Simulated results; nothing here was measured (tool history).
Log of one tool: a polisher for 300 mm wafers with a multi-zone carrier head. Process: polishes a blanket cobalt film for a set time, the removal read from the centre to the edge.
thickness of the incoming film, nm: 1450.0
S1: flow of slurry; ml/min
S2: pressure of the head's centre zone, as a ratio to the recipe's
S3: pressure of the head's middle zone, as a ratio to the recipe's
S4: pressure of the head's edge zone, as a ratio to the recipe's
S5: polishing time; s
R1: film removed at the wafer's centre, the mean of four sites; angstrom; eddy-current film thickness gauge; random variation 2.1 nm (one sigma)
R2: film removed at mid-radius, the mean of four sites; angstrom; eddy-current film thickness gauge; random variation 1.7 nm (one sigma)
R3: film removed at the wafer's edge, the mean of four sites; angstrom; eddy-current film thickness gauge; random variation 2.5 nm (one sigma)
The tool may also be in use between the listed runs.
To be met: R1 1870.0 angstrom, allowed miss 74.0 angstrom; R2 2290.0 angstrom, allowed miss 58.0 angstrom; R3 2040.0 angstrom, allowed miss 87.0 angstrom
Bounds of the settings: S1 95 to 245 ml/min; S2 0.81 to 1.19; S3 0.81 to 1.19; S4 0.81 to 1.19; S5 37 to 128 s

run    day   S1    S2    S3    S4  S5      R1      R2      R3
  1  0.000  155  1.00  1.00  1.00  82  3430.2  3404.4  3268.6
  2  0.175  140  0.94  1.00  0.95  72  2764.0  2928.2  2827.5
  3  0.512  140  0.91  1.02  0.92  64  2438.4  2655.7  2439.9
  4  0.746  130  0.88  1.03  0.90  61  2168.0  2511.1  2326.4
  5  1.071  130  0.88  1.03  0.90  45  1609.1  1858.6  1681.8
  6  1.350  155  0.86  1.04  0.93  47  1710.1  2036.9  1849.6
  7  1.483  175  0.86  1.05  0.94  48  1760.9  2136.4  1901.7
  8  1.804  185  0.86  1.05  0.96  49  1847.3  2222.4  1999.8
  9  1.992  190  0.86  1.05  0.96  49  1842.1  2221.5  1994.4
 10  2.117  195  0.86  1.05  0.97  49  1832.6  2184.8  2009.2

5 next moves are on the table. One of them brings every result within its allowed miss. Which?
  A  2.242  160  0.94  0.96  1.07  49   ?   ?   ?
  B  2.242  205  0.85  0.95  1.02  48   ?   ?   ?
  C  2.242  180  0.85  0.93  1.08  49   ?   ?   ?
  D  2.242  225  0.90  1.00  0.94  49   ?   ?   ?
  E  2.242  155  0.86  1.06  0.93  52   ?   ?   ?

move      R1      R2      R3
   A  1915.7  1963.0  2075.4
   B  1790.7  1990.1  2049.2
   C  1785.8  1954.3  2119.3
   D  1957.5  2148.9  2030.3
   E  1858.2  2252.1  2046.1
A: further off than the last run
B: further off than the last run
C: further off than the last run
D: further off than the last run
E: meets every target
Move E is the one to make.

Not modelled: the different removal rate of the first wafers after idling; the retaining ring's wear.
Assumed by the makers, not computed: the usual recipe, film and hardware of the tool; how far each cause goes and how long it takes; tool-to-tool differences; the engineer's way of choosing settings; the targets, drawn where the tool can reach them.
